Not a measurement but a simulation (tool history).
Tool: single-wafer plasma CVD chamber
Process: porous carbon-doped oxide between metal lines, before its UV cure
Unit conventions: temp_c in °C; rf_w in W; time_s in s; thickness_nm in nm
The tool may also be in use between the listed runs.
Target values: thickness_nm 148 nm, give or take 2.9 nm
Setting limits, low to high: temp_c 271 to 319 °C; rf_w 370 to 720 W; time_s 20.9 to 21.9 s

| run | hour | temp_c | rf_w | time_s | thickness_nm |
|---|---|---|---|---|---|
| 1 | 0 | 295 | 545 | 21.9 | 129.83 |
| 2 | 7.7 | 295 | 545 | 20.9 | 124.58 |
| 3 | 14 | 291 | 555 | 20.9 | 128.81 |
| 4 | 15.3 | 288 | 565 | 20.9 | 132.45 |
| 5 | 19.6 | 285 | 570 | 20.9 | 136.22 |
| 6 | 27.3 | 283 | 575 | 20.9 | 140.32 |
| 7 | 28.8 | 283 | 575 | 20.9 | 138.62 |
| 8 | 30.9 | 281 | 575 | 20.9 | 140.93 |
| 9 | 35.2 | 280 | 575 | 20.9 | 142.25 |
| 10 | 38.1 | 279 | 575 | 20.9 | 142.16 |
| 11 | 41.2 | 278 | 575 | 20.9 | 143.82 |
| 12 | 42.6 | 277 | 575 | 20.9 | 144.56 |

Which of these 5 next moves meets every target?
| A | 44 | 275 | 535 | 20.9 | ? |
| B | 44 | 277 | 555 | 20.9 | ? |
| C | 44 | 299 | 620 | 21.9 | ? |
| D | 44 | 275 | 580 | 20.9 | ? |
| E | 44 | 271 | 570 | 21.5 | ? |

| move | thickness_nm |
|---|---|
| A | 140.09 |
| B | 141.73 |
| C | 139.8 |
| D | 147.71 |
| E | 153.97 |
A: misses by more than the last run did
B: misses by more than the last run did
C: misses by more than the last run did
D: in spec on every target
E: takes the result that was furthest off past its target
So the answer is move D, the one that meets all the targets.
